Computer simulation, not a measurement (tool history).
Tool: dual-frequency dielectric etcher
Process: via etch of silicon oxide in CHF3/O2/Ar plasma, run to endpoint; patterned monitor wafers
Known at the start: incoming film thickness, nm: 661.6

run	hour	source power (W)	bias power (W)	endpoint time (s)
1	0.0	500	126	424.90
2	3.4	500	149	396.32
3	8.4	430	149	421.87
4	13.7	370	149	456.46
5	15.6	370	130	485.57
6	20.2	370	107	534.17

Forecast run 7:
7	23.0	470	113	?

Run 7 gave endpoint time (s) 464.29.
